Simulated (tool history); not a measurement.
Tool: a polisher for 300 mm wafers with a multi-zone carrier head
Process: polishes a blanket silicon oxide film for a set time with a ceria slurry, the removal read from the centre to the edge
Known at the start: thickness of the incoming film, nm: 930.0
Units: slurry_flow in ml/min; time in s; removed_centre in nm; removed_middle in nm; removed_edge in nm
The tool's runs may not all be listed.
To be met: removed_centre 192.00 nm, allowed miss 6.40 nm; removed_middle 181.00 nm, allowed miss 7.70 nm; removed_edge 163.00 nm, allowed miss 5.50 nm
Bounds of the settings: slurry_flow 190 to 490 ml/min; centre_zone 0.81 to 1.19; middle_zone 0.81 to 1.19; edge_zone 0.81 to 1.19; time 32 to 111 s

{"run": 1, "day": 0.0, "slurry_flow": 315, "centre_zone": 1.0, "middle_zone": 1.0, "edge_zone": 1.0, "time": 71, "removed_centre": 276.82, "removed_middle": 268.26, "removed_edge": 277.32}
{"run": 2, "day": 0.154, "slurry_flow": 315, "centre_zone": 1.01, "middle_zone": 1.01, "edge_zone": 0.98, "time": 67, "removed_centre": 262.78, "removed_middle": 253.93, "removed_edge": 262.8}
{"run": 3, "day": 0.208, "slurry_flow": 315, "centre_zone": 1.01, "middle_zone": 1.01, "edge_zone": 0.98, "time": 83, "removed_centre": 332.28, "removed_middle": 316.37, "removed_edge": 319.76}
{"run": 4, "day": 0.392, "slurry_flow": 315, "centre_zone": 1.02, "middle_zone": 1.02, "edge_zone": 0.96, "time": 78, "removed_centre": 316.4, "removed_middle": 310.35, "removed_edge": 302.3}
{"run": 5, "day": 0.738, "slurry_flow": 315, "centre_zone": 1.02, "middle_zone": 1.1, "edge_zone": 0.96, "time": 78, "removed_centre": 307.93, "removed_middle": 323.86, "removed_edge": 297.77}
{"run": 6, "day": 0.838, "slurry_flow": 315, "centre_zone": 1.03, "middle_zone": 1.1, "edge_zone": 0.95, "time": 73, "removed_centre": 299.01, "removed_middle": 293.84, "removed_edge": 278.72}
{"run": 7, "day": 1.183, "slurry_flow": 315, "centre_zone": 1.03, "middle_zone": 1.11, "edge_zone": 0.93, "time": 69, "removed_centre": 280.57, "removed_middle": 292.14, "removed_edge": 262.12}
{"run": 8, "day": 1.454, "slurry_flow": 315, "centre_zone": 1.04, "middle_zone": 1.1, "edge_zone": 0.92, "time": 65, "removed_centre": 263.27, "removed_middle": 263.7, "removed_edge": 243.27}
{"run": 9, "day": 1.729, "slurry_flow": 315, "centre_zone": 1.05, "middle_zone": 1.1, "edge_zone": 0.91, "time": 62, "removed_centre": 259.35, "removed_middle": 252.53, "removed_edge": 229.84}
{"run": 10, "day": 1.908, "slurry_flow": 315, "centre_zone": 1.05, "middle_zone": 1.1, "edge_zone": 0.9, "time": 60, "removed_centre": 244.09, "removed_middle": 249.87, "removed_edge": 223.69}
{"run": 11, "day": 1.971, "slurry_flow": 320, "centre_zone": 1.15, "middle_zone": 1.04, "edge_zone": 0.84, "time": 40, "removed_centre": 180.35, "removed_middle": 158.81, "removed_edge": 142.57}
{"run": 12, "day": 2.258, "slurry_flow": 320, "centre_zone": 1.15, "middle_zone": 1.04, "edge_zone": 0.84, "time": 40, "removed_centre": 180.66, "removed_middle": 161.43, "removed_edge": 145.13}

5 next moves are on the table. One of them brings every result within its allowed miss. Which?
{"run": "A", "day": 2.546, "slurry_flow": 320, "centre_zone": 1.06, "middle_zone": 1.04, "edge_zone": 0.85, "time": 49, "removed_centre": "?", "removed_middle": "?", "removed_edge": "?"}
{"run": "B", "day": 2.546, "slurry_flow": 330, "centre_zone": 1.09, "middle_zone": 1.08, "edge_zone": 0.86, "time": 45, "removed_centre": "?", "removed_middle": "?", "removed_edge": "?"}
{"run": "C", "day": 2.546, "slurry_flow": 275, "centre_zone": 1.07, "middle_zone": 1.07, "edge_zone": 0.9, "time": 43, "removed_centre": "?", "removed_middle": "?", "removed_edge": "?"}
{"run": "D", "day": 2.546, "slurry_flow": 335, "centre_zone": 1.0, "middle_zone": 1.08, "edge_zone": 0.89, "time": 47, "removed_centre": "?", "removed_middle": "?", "removed_edge": "?"}
{"run": "E", "day": 2.546, "slurry_flow": 330, "centre_zone": 1.11, "middle_zone": 1.07, "edge_zone": 0.84, "time": 48, "removed_centre": "?", "removed_middle": "?", "removed_edge": "?"}

move=A removed_centre=204.65 removed_middle=190.45 removed_edge=176.69
move=B removed_centre=193.90 removed_middle=181.13 removed_edge=163.41
move=C removed_centre=178.01 removed_middle=168.40 removed_edge=157.06
move=D removed_centre=186.29 removed_middle=189.54 removed_edge=173.54
move=E removed_centre=210.57 removed_middle=191.67 removed_edge=172.50
A: takes the result that was furthest off past its target
B: meets every target
C: nearer than the last run, and not there yet
D: takes the result that was furthest off past its target
E: takes the result that was furthest off past its target
Move B is the one to make.
